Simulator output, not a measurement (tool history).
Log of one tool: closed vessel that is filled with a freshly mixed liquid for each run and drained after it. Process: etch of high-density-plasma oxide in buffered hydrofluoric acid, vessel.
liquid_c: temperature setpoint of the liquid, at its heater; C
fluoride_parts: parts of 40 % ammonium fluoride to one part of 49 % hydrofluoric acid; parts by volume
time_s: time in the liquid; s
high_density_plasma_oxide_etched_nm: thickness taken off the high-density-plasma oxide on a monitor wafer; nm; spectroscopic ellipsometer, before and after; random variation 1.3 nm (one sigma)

run	hour	liquid_c	fluoride_parts	time_s	high_density_plasma_oxide_etched_nm
1	0	22	8	105	162.45
2	9.2	21	8	105	156.27
3	11.1	20	8	105	148.15
4	15.9	22	8	105	165.67
5	18.7	22	9	105	146.4
6	24	19	9	105	121.93
7	27.8	19.5	9	105	128.1

The next listed run, before its measurement:
8	36.9	20	9	105	?

{"run 8": {"high_density_plasma_oxide_etched_nm": 130.39}}
